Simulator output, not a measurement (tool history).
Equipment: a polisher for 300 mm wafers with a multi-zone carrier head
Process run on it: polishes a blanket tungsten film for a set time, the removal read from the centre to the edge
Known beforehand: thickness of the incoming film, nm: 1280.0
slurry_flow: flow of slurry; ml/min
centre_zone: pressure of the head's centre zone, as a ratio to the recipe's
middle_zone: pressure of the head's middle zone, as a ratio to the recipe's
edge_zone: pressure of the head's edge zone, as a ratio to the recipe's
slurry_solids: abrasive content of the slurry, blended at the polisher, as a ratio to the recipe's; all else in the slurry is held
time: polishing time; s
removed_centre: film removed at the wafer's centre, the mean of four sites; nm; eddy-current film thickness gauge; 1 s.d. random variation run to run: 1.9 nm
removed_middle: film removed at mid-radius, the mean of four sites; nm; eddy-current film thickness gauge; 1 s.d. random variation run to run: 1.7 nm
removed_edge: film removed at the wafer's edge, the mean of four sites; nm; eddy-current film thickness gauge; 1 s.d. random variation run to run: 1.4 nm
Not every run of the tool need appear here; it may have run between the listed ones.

run  hour  slurry_flow  centre_zone  middle_zone  edge_zone  slurry_solids  time  removed_centre  removed_middle  removed_edge
  1   0.0          205         1.00         1.00       1.00           1.00    32          159.25          157.22        152.61
  2   0.8          210         0.99         1.01       1.02           1.05    32          157.44          158.75        155.65
  3   7.2          215         0.99         1.02       1.03           1.10    32          162.35          165.23        157.90
  4  13.4          215         0.98         1.02       1.04           1.15    32          157.67          165.22        160.59
  5  20.3          185         0.98         1.02       1.04           1.15    32          155.15          161.90        156.55
  6  28.5          205         0.98         1.02       1.04           1.15    32          159.06          162.65        161.55
  7  32.0          210         0.98         1.04       1.05           1.20    32          160.67          170.57        164.26
  8  36.2          215         0.98         1.05       1.06           1.25    32          166.24          173.22        166.91
  9  38.2          220         0.97         1.06       1.07           1.30    32          164.53          177.20        166.82
 10  44.9          220         0.97         1.06       1.08           1.30    32          164.72          172.75        167.96
 11  49.8          220         0.96         1.07       1.09           1.30    32          161.22          177.25        172.09
 12  53.5          225         0.96         1.08       1.10           1.30    32          166.15          179.20        170.05
 13  60.1          225         0.95         1.08       1.11           1.30    32          157.20          180.09        171.36
     66.9  -- worn pad replaced by a new one
 14  66.9          230         0.95         1.08       1.12           1.30    32          182.22          199.00        193.69

What does the tool deliver on the next run?
 15  74.8          240         0.93         1.08       1.12           1.30    32               ?               ?             ?

Run 15 produced removed_centre 174.77 nm, removed_middle 201.35 nm, removed_edge 193.79 nm.

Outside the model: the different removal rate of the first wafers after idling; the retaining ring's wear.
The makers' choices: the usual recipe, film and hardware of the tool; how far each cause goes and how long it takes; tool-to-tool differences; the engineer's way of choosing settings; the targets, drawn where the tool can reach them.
